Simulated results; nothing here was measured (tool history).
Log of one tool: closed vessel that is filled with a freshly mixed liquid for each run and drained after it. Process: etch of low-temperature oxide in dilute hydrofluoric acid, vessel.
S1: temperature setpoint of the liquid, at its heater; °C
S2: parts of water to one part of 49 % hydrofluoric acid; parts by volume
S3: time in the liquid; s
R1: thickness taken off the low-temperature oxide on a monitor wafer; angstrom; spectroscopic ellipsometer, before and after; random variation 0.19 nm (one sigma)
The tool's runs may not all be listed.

| run | hour | S1 | S2 | S3 | R1 |
|---|---|---|---|---|---|
| 1 | 0 | 23 | 125 | 630 | 521.99 |
| 2 | 0.9 | 21 | 125 | 630 | 475.28 |
| 3 | 6.2 | 24 | 125 | 630 | 542.96 |
| 4 | 13.2 | 24 | 145 | 630 | 451.66 |
| 5 | 14.3 | 25.5 | 145 | 630 | 480.01 |
| 6 | 16.2 | 25.5 | 170 | 630 | 397.41 |
| 7 | 16.9 | 24.5 | 170 | 630 | 382.36 |

Run 8 comes next. What will it give?
| 8 | 20.3 | 24 | 170 | 630 | ? |

R1: 374.27 angstrom
